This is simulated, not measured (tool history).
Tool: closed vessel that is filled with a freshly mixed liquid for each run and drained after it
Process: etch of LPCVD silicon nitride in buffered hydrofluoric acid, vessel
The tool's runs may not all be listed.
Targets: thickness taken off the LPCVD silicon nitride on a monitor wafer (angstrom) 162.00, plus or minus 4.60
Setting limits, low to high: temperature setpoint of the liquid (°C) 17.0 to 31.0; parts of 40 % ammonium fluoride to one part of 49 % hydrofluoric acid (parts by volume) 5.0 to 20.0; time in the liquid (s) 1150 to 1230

| run | hour | temperature setpoint of the liquid (°C) | parts of 40 % ammonium fluoride to one part of 49 % hydrofluoric acid (parts by volume) | time in the liquid (s) | thickness taken off the LPCVD silicon nitride on a monitor wafer (angstrom) |
|---|---|---|---|---|---|
| 1 | 0.0 | 23.0 | 12.0 | 1150 | 119.95 |
| 2 | 6.9 | 24.5 | 12.0 | 1150 | 130.31 |
| 3 | 15.2 | 25.5 | 12.0 | 1150 | 137.03 |
| 4 | 17.3 | 22.5 | 12.0 | 1150 | 117.79 |
| 5 | 18.5 | 22.5 | 12.0 | 1230 | 124.92 |
| 6 | 24.6 | 22.5 | 12.0 | 1150 | 114.68 |
| 7 | 34.0 | 24.0 | 12.0 | 1150 | 125.37 |
| 8 | 39.0 | 25.0 | 12.0 | 1150 | 132.39 |
| 9 | 40.6 | 26.0 | 12.0 | 1150 | 138.23 |
| 10 | 45.6 | 26.0 | 12.0 | 1150 | 139.01 |
| 11 | 53.0 | 26.5 | 12.0 | 1150 | 145.37 |
| 12 | 58.2 | 27.0 | 12.0 | 1150 | 146.67 |
| 13 | 67.6 | 27.5 | 12.0 | 1150 | 153.95 |
| 14 | 70.2 | 28.0 | 12.0 | 1150 | 156.05 |

Which of these 4 next moves meets every target?
| A | 72.8 | 28.0 | 11.5 | 1150 | ? |
| B | 72.8 | 28.5 | 12.5 | 1150 | ? |
| C | 72.8 | 29.5 | 12.5 | 1200 | ? |
| D | 72.8 | 28.0 | 13.0 | 1185 | ? |

| move | thickness taken off the LPCVD silicon nitride on a monitor wafer (angstrom) |
|---|---|
| A | 165.46 |
| B | 156.63 |
| C | 172.31 |
| D | 151.26 |
A: all results in spec
B: better than the last run, though not everything is in spec
C: pushes the last run's worst result past its target
D: moves away from the targets compared with the last run
The move that meets every target is A.
